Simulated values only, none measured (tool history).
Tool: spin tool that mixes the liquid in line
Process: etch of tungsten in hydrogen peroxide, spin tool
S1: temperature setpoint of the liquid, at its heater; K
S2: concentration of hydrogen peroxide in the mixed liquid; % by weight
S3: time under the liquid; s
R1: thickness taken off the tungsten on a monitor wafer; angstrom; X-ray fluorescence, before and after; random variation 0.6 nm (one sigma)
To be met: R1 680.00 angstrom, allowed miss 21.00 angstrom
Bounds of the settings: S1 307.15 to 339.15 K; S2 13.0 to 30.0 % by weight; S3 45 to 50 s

Run 1, hour 0.0: S1 323.15 K, S2 24.0 % by weight, S3 45 s. Result: R1 1420.30 angstrom.
Run 2, hour 6.0: S1 320.15 K, S2 24.0 % by weight, S3 45 s. Result: R1 1163.80 angstrom.
Run 3, hour 9.6: S1 320.15 K, S2 24.0 % by weight, S3 50 s. Result: R1 1275.40 angstrom.
Run 4, hour 10.6: S1 316.15 K, S2 24.0 % by weight, S3 50 s. Result: R1 986.03 angstrom.
Run 5, hour 13.9: S1 314.65 K, S2 24.0 % by weight, S3 50 s. Result: R1 913.18 angstrom.
Run 6, hour 17.5: S1 314.65 K, S2 29.0 % by weight, S3 50 s. Result: R1 999.83 angstrom.
Run 7, hour 20.3: S1 307.15 K, S2 28.5 % by weight, S3 50 s. Result: R1 602.18 angstrom.
At hour 23.6: new drum of peroxide connected.
Run 8, hour 23.6: S1 309.15 K, S2 28.5 % by weight, S3 50 s. Result: R1 704.98 angstrom.

4 next moves are on the table. One of them brings every result within its allowed miss. Which?
Run A, hour 26.9: S1 310.15 K, S2 25.5 % by weight, S3 50 s. Result: R1 ?.
Run B, hour 26.9: S1 311.15 K, S2 29.5 % by weight, S3 45 s. Result: R1 ?.
Run C, hour 26.9: S1 309.65 K, S2 25.0 % by weight, S3 50 s. Result: R1 ?.
Run D, hour 26.9: S1 310.15 K, S2 27.5 % by weight, S3 50 s. Result: R1 ?.

move      R1
   A  714.04
   B  738.46
   C  683.90
   D  741.51
A: further off than the last run
B: further off than the last run
C: meets every target
D: further off than the last run
Answer: C
